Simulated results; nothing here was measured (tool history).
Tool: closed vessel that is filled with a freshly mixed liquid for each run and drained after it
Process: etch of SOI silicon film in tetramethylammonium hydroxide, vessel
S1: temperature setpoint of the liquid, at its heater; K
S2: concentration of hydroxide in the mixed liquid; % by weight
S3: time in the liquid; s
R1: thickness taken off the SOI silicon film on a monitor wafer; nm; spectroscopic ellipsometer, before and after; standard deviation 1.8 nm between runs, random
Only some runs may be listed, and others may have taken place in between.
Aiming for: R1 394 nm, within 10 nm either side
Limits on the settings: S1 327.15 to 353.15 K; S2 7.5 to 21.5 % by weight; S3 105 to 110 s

run 1 hour=0 | S1=340.15 S2=14.5 S3=105 | R1=491.61
run 2 hour=3.4 | S1=339.15 S2=14.5 S3=105 | R1=461
run 3 hour=5.5 | S1=342.15 S2=14.5 S3=105 | R1=553.36
run 4 hour=9.6 | S1=342.15 S2=14.5 S3=105 | R1=553.3
run 5 hour=17.4 | S1=346.15 S2=14.5 S3=105 | R1=699.37
run 6 hour=22.6 | S1=350.15 S2=14.5 S3=105 | R1=874.49
run 7 hour=24.7 | S1=350.15 S2=14.5 S3=105 | R1=875.08
run 8 hour=28.1 | S1=345.65 S2=14.5 S3=105 | R1=678.22
run 9 hour=33.4 | S1=342.65 S2=14.5 S3=105 | R1=571.15
run 10 hour=40.7 | S1=340.65 S2=14.5 S3=105 | R1=507.73
run 11 hour=43.3 | S1=340.65 S2=14.5 S3=105 | R1=510.57
run 12 hour=51.4 | S1=339.15 S2=14.5 S3=105 | R1=462.95

Below are 4 possible settings for the next run. Only one of them brings all results inside the allowed miss of their targets. Which is it?
run A hour=59.5 | S1=337.15 S2=15.5 S3=105 | R1=?
run B hour=59.5 | S1=336.15 S2=16.5 S3=105 | R1=?
run C hour=59.5 | S1=334.15 S2=12.5 S3=105 | R1=?
run D hour=59.5 | S1=335.15 S2=13.5 S3=105 | R1=?

move=A R1=397.18
move=B R1=365.73
move=C R1=365.37
move=D R1=375.25
A: meets every target
B: moves the result that the last run missed by most past its target, out the other side
C: moves the result that the last run missed by most past its target, out the other side
D: moves the result that the last run missed by most past its target, out the other side
Move A is the one to make.

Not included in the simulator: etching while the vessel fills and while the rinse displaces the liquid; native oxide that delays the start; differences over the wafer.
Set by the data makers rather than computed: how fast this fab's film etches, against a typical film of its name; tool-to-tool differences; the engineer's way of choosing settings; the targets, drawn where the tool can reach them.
